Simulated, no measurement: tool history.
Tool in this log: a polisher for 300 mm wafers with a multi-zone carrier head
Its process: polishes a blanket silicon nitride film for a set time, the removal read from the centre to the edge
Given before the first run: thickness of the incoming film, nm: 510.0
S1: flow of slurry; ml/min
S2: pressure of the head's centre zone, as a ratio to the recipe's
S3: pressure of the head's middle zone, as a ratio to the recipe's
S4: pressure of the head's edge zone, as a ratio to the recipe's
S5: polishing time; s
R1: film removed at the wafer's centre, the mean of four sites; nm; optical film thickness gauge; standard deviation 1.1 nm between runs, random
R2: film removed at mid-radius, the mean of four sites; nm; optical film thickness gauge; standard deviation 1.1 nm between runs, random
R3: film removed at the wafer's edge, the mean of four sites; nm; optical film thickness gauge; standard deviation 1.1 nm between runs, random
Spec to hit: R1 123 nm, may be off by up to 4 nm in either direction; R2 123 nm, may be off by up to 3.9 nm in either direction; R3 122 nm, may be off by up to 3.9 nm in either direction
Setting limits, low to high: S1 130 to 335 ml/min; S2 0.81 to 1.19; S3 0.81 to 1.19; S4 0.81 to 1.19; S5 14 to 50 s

run 1 hour=0 | S1=215 S2=1 S3=1 S4=1 S5=32 | R1=92.423 R2=89.376 R3=91.042
run 2 hour=7.2 | S1=215 S2=1 S3=1 S4=1 S5=35 | R1=98.694 R2=98.88 R3=98.673
run 3 hour=11.3 | S1=215 S2=1 S3=1 S4=1.05 S5=35 | R1=100.52 R2=98.29 R3=100.07
run 4 hour=18 | S1=215 S2=1 S3=1 S4=1.05 S5=41 | R1=116.91 R2=113.53 R3=119.27
run 5 hour=26.9 | S1=215 S2=1 S3=1.07 S4=1.05 S5=41 | R1=118.31 R2=122.63 R3=119.06
run 6 hour=32.3 | S1=215 S2=0.93 S3=1.07 S4=1.05 S5=41 | R1=110.8 R2=121.63 R3=118.8
run 7 hour=38.4 | S1=220 S2=0.94 S3=1.07 S4=1.05 S5=41 | R1=111.75 R2=124.32 R3=119.15
run 8 hour=47.1 | S1=245 S2=1.03 S3=1.01 S4=1.07 S5=41 | R1=120.53 R2=118.33 R3=118.87
run 9 hour=49.2 | S1=245 S2=1.03 S3=1.02 S4=1.08 S5=41 | R1=125.36 R2=117.83 R3=121.12
run 10 hour=52.7 | S1=250 S2=0.98 S3=1.07 S4=1.07 S5=41 | R1=117.71 R2=122.93 R3=122.46

Below are 4 possible settings for the next run. Only one of them brings all results inside the allowed miss of their targets. Which is it?
run A hour=56.2 | S1=245 S2=1.08 S3=1.12 S4=1.01 S5=39 | R1=? R2=? R3=?
run B hour=56.2 | S1=230 S2=0.97 S3=1.19 S4=1.01 S5=41 | R1=? R2=? R3=?
run C hour=56.2 | S1=225 S2=0.95 S3=1.19 S4=0.96 S5=41 | R1=? R2=? R3=?
run D hour=56.2 | S1=185 S2=1.06 S3=1.11 S4=1.16 S5=41 | R1=? R2=? R3=?

move=A R1=122.87 R2=120.46 R3=111.18
move=B R1=115.28 R2=132.79 R3=116.29
move=C R1=112.65 R2=132.56 R3=113.33
move=D R1=123.27 R2=122.55 R3=123
A: puts the biggest miss on target and leaves a different result outside tolerance
B: lands further from the targets than the last run did
C: lands further from the targets than the last run did
D: all results land within tolerance of their targets
The right move is D.
